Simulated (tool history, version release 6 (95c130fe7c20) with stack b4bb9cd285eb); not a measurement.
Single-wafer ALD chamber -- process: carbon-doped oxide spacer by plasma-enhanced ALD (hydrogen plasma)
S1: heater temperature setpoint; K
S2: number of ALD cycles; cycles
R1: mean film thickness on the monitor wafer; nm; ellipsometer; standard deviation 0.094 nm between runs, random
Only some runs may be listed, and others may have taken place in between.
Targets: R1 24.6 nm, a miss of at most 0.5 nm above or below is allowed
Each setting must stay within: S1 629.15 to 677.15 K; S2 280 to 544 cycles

run	hour	S1	S2	R1
1	0	653.15	412	19.632
2	7.4	653.15	422	20.128
3	11.3	642.15	422	20.073
4	16.8	642.15	431	20.415
5	24.4	635.15	431	20.704
6	26.3	635.15	439	20.943
7	31.3	635.15	446	21.3
8	31.8	635.15	452	21.446
9	40.8	635.15	459	21.783
10	48.5	635.15	465	22.03
11	53.5	635.15	471	22.497
12	56.6	635.15	475	22.636
13	61.6	635.15	479	22.715
14	65	635.15	483	23.109
15	71.4	635.15	486	23.229
16	79	635.15	489	23.229
# hour 87.4: thermocouple changed; heater temperature recalibrated
17	87.4	635.15	492	23.388

Consider the 5 candidate settings below. Which is the only one whose results all fall within their allowed miss of target?
A	95.8	642.15	463	?
B	95.8	637.15	494	?
C	95.8	631.15	452	?
D	95.8	633.15	466	?
E	95.8	630.15	516	?

move	R1
A	22.006
B	23.48
C	21.483
D	22.149
E	24.525
A: misses by more than the last run did
B: closer than the last run, but not yet in spec
C: misses by more than the last run did
D: misses by more than the last run did
E: every result within its allowed miss
So the answer is move E, the one that meets all the targets.

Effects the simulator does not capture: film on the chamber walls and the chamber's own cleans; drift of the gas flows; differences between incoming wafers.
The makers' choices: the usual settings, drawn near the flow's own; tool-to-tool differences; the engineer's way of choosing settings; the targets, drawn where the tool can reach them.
